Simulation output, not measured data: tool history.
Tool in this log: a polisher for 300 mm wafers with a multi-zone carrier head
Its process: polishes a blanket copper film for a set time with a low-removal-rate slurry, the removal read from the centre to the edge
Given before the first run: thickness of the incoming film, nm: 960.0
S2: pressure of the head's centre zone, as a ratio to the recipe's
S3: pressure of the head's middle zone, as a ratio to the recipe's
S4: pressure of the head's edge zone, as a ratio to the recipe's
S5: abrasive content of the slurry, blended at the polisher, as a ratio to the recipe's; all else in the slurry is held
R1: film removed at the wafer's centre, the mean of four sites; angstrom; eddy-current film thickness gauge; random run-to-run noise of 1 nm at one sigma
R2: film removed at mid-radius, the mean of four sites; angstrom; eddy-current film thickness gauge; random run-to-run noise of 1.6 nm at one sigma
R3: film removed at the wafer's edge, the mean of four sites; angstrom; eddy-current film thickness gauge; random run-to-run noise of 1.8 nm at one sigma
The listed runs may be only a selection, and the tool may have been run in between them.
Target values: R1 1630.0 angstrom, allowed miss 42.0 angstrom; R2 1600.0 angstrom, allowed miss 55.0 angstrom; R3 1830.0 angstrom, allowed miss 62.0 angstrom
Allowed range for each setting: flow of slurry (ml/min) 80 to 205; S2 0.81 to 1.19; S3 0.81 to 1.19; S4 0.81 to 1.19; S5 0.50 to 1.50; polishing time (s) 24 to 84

{"run": 1, "day": 0.0, "flow of slurry (ml/min)": 135, "S2": 1.0, "S3": 1.0, "S4": 1.0, "S5": 1.0, "polishing time (s)": 54, "R1": 1392.2, "R2": 1391.6, "R3": 1394.8}
{"run": 2, "day": 0.246, "flow of slurry (ml/min)": 135, "S2": 0.94, "S3": 1.0, "S4": 1.0, "S5": 1.0, "polishing time (s)": 54, "R1": 1286.7, "R2": 1367.6, "R3": 1393.0}
{"run": 3, "day": 0.292, "flow of slurry (ml/min)": 140, "S2": 0.94, "S3": 0.99, "S4": 1.03, "S5": 1.05, "polishing time (s)": 54, "R1": 1319.3, "R2": 1367.1, "R3": 1439.2}
{"run": 4, "day": 0.533, "flow of slurry (ml/min)": 140, "S2": 0.94, "S3": 0.99, "S4": 1.09, "S5": 1.05, "polishing time (s)": 54, "R1": 1320.7, "R2": 1378.4, "R3": 1481.0}
{"run": 5, "day": 0.842, "flow of slurry (ml/min)": 145, "S2": 0.94, "S3": 0.99, "S4": 1.1, "S5": 1.1, "polishing time (s)": 54, "R1": 1350.7, "R2": 1395.8, "R3": 1486.0}
{"run": 6, "day": 1.038, "flow of slurry (ml/min)": 145, "S2": 0.94, "S3": 0.98, "S4": 1.11, "S5": 1.15, "polishing time (s)": 55, "R1": 1373.4, "R2": 1428.1, "R3": 1535.5}
{"run": 7, "day": 1.338, "flow of slurry (ml/min)": 150, "S2": 0.94, "S3": 0.97, "S4": 1.12, "S5": 1.2, "polishing time (s)": 56, "R1": 1411.0, "R2": 1481.4, "R3": 1591.1}
{"run": 8, "day": 1.529, "flow of slurry (ml/min)": 155, "S2": 0.95, "S3": 0.96, "S4": 1.13, "S5": 1.25, "polishing time (s)": 56, "R1": 1462.5, "R2": 1460.8, "R3": 1604.2}
{"run": 9, "day": 1.692, "flow of slurry (ml/min)": 155, "S2": 0.95, "S3": 0.96, "S4": 1.14, "S5": 1.3, "polishing time (s)": 57, "R1": 1484.8, "R2": 1531.0, "R3": 1673.2}
{"day": 1.779, "done": "worn pad replaced by a new one"}
{"run": 10, "day": 1.779, "flow of slurry (ml/min)": 190, "S2": 0.98, "S3": 0.91, "S4": 1.19, "S5": 1.35, "polishing time (s)": 57, "R1": 1722.0, "R2": 1595.3, "R3": 1869.0}
{"run": 11, "day": 1.917, "flow of slurry (ml/min)": 180, "S2": 0.97, "S3": 0.92, "S4": 1.19, "S5": 1.4, "polishing time (s)": 57, "R1": 1711.6, "R2": 1636.2, "R3": 1941.1}

Which of these 4 next moves meets every target?
{"run": "A", "day": 2.054, "flow of slurry (ml/min)": 200, "S2": 0.92, "S3": 0.98, "S4": 0.89, "S5": 1.25, "polishing time (s)": 58, "R1": "?", "R2": "?", "R3": "?"}
{"run": "B", "day": 2.054, "flow of slurry (ml/min)": 170, "S2": 0.98, "S3": 1.0, "S4": 1.13, "S5": 1.35, "polishing time (s)": 58, "R1": "?", "R2": "?", "R3": "?"}
{"run": "C", "day": 2.054, "flow of slurry (ml/min)": 185, "S2": 0.87, "S3": 0.85, "S4": 1.19, "S5": 1.5, "polishing time (s)": 59, "R1": "?", "R2": "?", "R3": "?"}
{"run": "D", "day": 2.054, "flow of slurry (ml/min)": 200, "S2": 0.91, "S3": 0.88, "S4": 1.09, "S5": 1.25, "polishing time (s)": 59, "R1": "?", "R2": "?", "R3": "?"}

move=A R1=1637.7 R2=1733.8 R3=1646.9
move=B R1=1724.0 R2=1745.3 R3=1842.1
move=C R1=1608.9 R2=1605.1 R3=1987.2
move=D R1=1646.5 R2=1612.6 R3=1848.8
A: gets the furthest-off result to its target, but another result is out of tolerance
B: further off than the last run
C: gets the furthest-off result to its target, but another result is out of tolerance
D: every result lands within tolerance
Go with D: it meets all targets.

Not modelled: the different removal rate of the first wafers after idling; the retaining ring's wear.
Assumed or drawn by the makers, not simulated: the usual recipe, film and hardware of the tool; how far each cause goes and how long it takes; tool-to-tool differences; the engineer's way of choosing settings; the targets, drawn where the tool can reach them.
